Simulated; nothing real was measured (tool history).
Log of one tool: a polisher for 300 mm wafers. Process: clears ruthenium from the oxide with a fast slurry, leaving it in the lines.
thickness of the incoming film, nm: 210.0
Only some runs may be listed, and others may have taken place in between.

| run | hour | flow of slurry (ml/min) | pressure of the wafer on the pad (kPa) | speed of the pad under the wafer (cm/s) | abrasive content of the slurry | overpolish time after the end point (s) | time until the end point was called (s) | dishing of a wide line in a test structure (Å) |
|---|---|---|---|---|---|---|---|---|
| 1 | 0.0 | 140 | 14.5 | 96 | 1.0 | 8 | 77.257 | 150.69 |
| 2 | 8.0 | 140 | 14.5 | 82 | 1.0 | 8 | 90.106 | 136.94 |
| 3 | 16.3 | 140 | 14.5 | 104 | 1.0 | 8 | 73.578 | 162.32 |
| 4 | 22.6 | 140 | 14.5 | 114 | 1.0 | 8 | 66.311 | 167.82 |
| 5 | 31.2 | 140 | 14.5 | 114 | 1.0 | 10 | 66.458 | 209.84 |
| 6 | 37.2 | 140 | 13.1 | 110 | 1.0 | 10 | 75.946 | 189.17 |
| 7 | 39.7 | 140 | 11.7 | 106 | 1.0 | 10 | 85.490 | 172.01 |
| 8 | 42.5 | 140 | 11.0 | 102 | 1.0 | 10 | 91.307 | 159.80 |
| 9 | 44.4 | 140 | 10.3 | 98 | 1.0 | 10 | 99.959 | 143.84 |
| 10 | 49.7 | 140 | 9.7 | 96 | 1.0 | 10 | 108.300 | 137.30 |

Run 11 comes next. What will it give?
| 11 | 50.5 | 140 | 9.0 | 94 | 1.0 | 10 | ? | ? |

time until the end point was called (s): 115.510
dishing of a wide line in a test structure (Å): 128.64
